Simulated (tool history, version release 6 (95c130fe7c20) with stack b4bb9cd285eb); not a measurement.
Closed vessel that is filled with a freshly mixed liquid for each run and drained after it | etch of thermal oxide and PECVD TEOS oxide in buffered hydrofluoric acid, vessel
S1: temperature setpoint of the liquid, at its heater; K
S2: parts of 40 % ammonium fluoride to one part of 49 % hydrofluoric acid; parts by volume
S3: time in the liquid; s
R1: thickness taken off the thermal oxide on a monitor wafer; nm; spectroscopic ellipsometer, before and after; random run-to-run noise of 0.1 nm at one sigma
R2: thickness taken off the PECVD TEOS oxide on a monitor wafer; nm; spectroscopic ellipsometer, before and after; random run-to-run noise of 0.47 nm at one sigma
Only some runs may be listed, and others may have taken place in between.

{"run": 1, "hour": 0.0, "S1": 297.15, "S2": 14, "S3": 60, "R1": 50.127, "R2": 97.279}
{"run": 2, "hour": 7.6, "S1": 299.65, "S2": 14, "S3": 60, "R1": 57.091, "R2": 113.4}
{"run": 3, "hour": 13.0, "S1": 298.65, "S2": 14.5, "S3": 60, "R1": 52.55, "R2": 103.6}
{"run": 4, "hour": 21.4, "S1": 298.65, "S2": 18.5, "S3": 60, "R1": 41.211, "R2": 82.136}
{"run": 5, "hour": 26.8, "S1": 298.65, "S2": 15.5, "S3": 60, "R1": 48.919, "R2": 96.469}
{"run": 6, "hour": 31.1, "S1": 302.15, "S2": 15.5, "S3": 60, "R1": 59.267, "R2": 116.54}
{"run": 7, "hour": 34.2, "S1": 300.65, "S2": 16, "S3": 60, "R1": 53.124, "R2": 105.35}
{"run": 8, "hour": 43.4, "S1": 299.15, "S2": 16, "S3": 60, "R1": 48.888, "R2": 96.975}
{"run": 9, "hour": 45.3, "S1": 298.15, "S2": 16, "S3": 60, "R1": 46.286, "R2": 92.429}
{"run": 10, "hour": 47.2, "S1": 297.15, "S2": 16, "S3": 60, "R1": 43.71, "R2": 86.647}
{"run": 11, "hour": 53.2, "S1": 296.15, "S2": 16, "S3": 60, "R1": 41.528, "R2": 83.437}
{"run": 12, "hour": 55.9, "S1": 295.65, "S2": 16, "S3": 60, "R1": 40.5, "R2": 81.335}

Run 13 comes next. What will it give?
{"run": 13, "hour": 59.2, "S1": 291.65, "S2": 17.5, "S3": 60, "R1": "?", "R2": "?"}

{"run 13": {"R1": 29.671, "R2": 58.647}}

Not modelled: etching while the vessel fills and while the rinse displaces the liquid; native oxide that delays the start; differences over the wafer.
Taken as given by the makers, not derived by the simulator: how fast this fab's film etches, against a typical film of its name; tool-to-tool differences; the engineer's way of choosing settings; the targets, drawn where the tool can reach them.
